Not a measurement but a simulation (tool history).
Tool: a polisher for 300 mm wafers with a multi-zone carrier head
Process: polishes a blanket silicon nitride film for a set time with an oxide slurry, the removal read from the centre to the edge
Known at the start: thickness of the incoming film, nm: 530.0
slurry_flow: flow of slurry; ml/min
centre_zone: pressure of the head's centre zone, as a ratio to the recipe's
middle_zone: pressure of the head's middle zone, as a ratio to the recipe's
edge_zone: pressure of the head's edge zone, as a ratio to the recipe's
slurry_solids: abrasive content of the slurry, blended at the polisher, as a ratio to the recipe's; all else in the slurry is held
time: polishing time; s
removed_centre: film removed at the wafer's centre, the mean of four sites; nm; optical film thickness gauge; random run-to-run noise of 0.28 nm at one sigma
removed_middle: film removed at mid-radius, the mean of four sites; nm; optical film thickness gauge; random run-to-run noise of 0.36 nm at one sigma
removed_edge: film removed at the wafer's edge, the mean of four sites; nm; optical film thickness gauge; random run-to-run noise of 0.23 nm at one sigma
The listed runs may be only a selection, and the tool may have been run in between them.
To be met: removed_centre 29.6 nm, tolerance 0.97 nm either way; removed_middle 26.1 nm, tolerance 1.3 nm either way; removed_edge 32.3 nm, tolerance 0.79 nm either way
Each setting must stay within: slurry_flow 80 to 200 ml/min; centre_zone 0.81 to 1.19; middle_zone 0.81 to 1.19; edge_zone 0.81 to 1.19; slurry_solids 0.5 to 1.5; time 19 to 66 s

run	hour	slurry_flow	centre_zone	middle_zone	edge_zone	slurry_solids	time	removed_centre	removed_middle	removed_edge
1	0	130	1	1	1	1	42	20.741	21.118	22.504
2	6	130	0.94	1	1	1	42	19.016	20.832	22.314
3	8.4	130	0.88	1	1	1	42	17.587	20.934	22.322
4	13.1	130	0.96	1	1	1	42	19.808	21.584	22.505
5	13.7	135	0.97	0.99	1.02	1.05	42	20.647	22.036	23.679
6	14.6	135	0.97	0.99	1.02	1.05	36	17.67	18.487	19.904
7	19.8	140	0.98	0.98	1.04	1.1	37	19.034	20.07	21.195
8	27.5	135	0.99	0.96	1.06	1.15	38	19.737	20.395	22.487
# hour 30: slurry nozzle cleaned
9	30	135	1	0.94	1.08	1.2	39	24.227	23.298	25.845
10	34.9	135	0.99	0.93	1.09	1.2	39	23.794	23.143	25.976
11	35.8	135	0.99	0.92	1.1	1.2	39	23.475	23.176	25.898
12	38.6	130	0.99	0.91	1.11	1.2	39	23.7	22.307	26.043
13	41.6	135	0.99	0.9	1.12	1.2	39	23.655	22.75	26.131

Exercise: of the 5 proposed moves below, exactly one satisfies all targets within the stated allowed misses. Which move is it?
A	44.6	200	1.11	1.19	0.95	1	37	?	?	?
B	44.6	120	1.04	0.86	1.18	1.5	43	?	?	?
C	44.6	150	0.91	0.91	1.1	1.2	49	?	?	?
D	44.6	160	1.11	0.98	1.03	1.3	43	?	?	?
E	44.6	155	1.06	0.92	1.13	1.25	46	?	?	?

move	removed_centre	removed_middle	removed_edge
A	25.212	26.777	22
B	29.389	26.341	31.996
C	28.26	30.029	33.176
D	31.877	29.245	29.455
E	31.761	29.126	32.319
A: its largest miss is bigger than the last run's
B: every result lands within tolerance
C: pushes the last run's worst result past its target
D: better than the last run, though not everything is in spec
E: brings the last run's worst result on target, with another outside its allowed miss
The move that meets every target is B.
